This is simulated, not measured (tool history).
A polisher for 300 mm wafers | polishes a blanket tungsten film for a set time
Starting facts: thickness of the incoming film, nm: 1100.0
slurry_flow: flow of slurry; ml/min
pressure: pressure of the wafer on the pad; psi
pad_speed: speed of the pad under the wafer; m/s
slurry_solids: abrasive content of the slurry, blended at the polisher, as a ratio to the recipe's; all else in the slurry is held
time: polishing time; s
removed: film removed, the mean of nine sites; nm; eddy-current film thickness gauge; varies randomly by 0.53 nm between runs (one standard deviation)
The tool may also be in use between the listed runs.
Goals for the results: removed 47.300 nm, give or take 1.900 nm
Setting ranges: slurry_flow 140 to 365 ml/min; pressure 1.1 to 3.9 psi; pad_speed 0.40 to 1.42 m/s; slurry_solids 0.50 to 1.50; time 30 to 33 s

Run 1, hour 0.0: slurry_flow 235 ml/min, pressure 2.5 psi, pad_speed 0.90 m/s, slurry_solids 1.00, time 33 s. Result: removed 91.896 nm.
Run 2, hour 2.1: slurry_flow 235 ml/min, pressure 2.5 psi, pad_speed 0.90 m/s, slurry_solids 1.00, time 30 s. Result: removed 83.005 nm.
Run 3, hour 3.9: slurry_flow 265 ml/min, pressure 2.5 psi, pad_speed 0.90 m/s, slurry_solids 1.00, time 30 s. Result: removed 83.304 nm.
Run 4, hour 12.1: slurry_flow 265 ml/min, pressure 2.5 psi, pad_speed 0.90 m/s, slurry_solids 1.00, time 33 s. Result: removed 90.914 nm.
Run 5, hour 13.3: slurry_flow 265 ml/min, pressure 2.1 psi, pad_speed 0.86 m/s, slurry_solids 1.00, time 33 s. Result: removed 76.640 nm.
Run 6, hour 22.1: slurry_flow 265 ml/min, pressure 1.8 psi, pad_speed 0.82 m/s, slurry_solids 1.00, time 33 s. Result: removed 66.393 nm.
Run 7, hour 23.3: slurry_flow 265 ml/min, pressure 1.1 psi, pad_speed 0.72 m/s, slurry_solids 1.00, time 33 s. Result: removed 41.868 nm.
Run 8, hour 28.8: slurry_flow 265 ml/min, pressure 1.4 psi, pad_speed 0.72 m/s, slurry_solids 1.00, time 33 s. Result: removed 49.089 nm.
Run 9, hour 29.7: slurry_flow 260 ml/min, pressure 1.4 psi, pad_speed 0.72 m/s, slurry_solids 1.00, time 33 s. Result: removed 49.061 nm.

4 candidate next runs follow, results not yet known. Just one meets every target within its allowed miss. Identify it.
Run A, hour 30.6: slurry_flow 265 ml/min, pressure 1.4 psi, pad_speed 0.84 m/s, slurry_solids 0.90, time 32 s. Result: removed ?.
Run B, hour 30.6: slurry_flow 325 ml/min, pressure 2.2 psi, pad_speed 0.50 m/s, slurry_solids 0.95, time 32 s. Result: removed ?.
Run C, hour 30.6: slurry_flow 230 ml/min, pressure 1.4 psi, pad_speed 0.64 m/s, slurry_solids 1.30, time 33 s. Result: removed ?.
Run D, hour 30.6: slurry_flow 235 ml/min, pressure 1.5 psi, pad_speed 0.84 m/s, slurry_solids 0.90, time 31 s. Result: removed ?.

move  removed
   A   53.006
   B   51.253
   C   47.190
   D   53.468
A: further off than the last run
B: further off than the last run
C: in spec on every target
D: further off than the last run
Move C is the one to make.
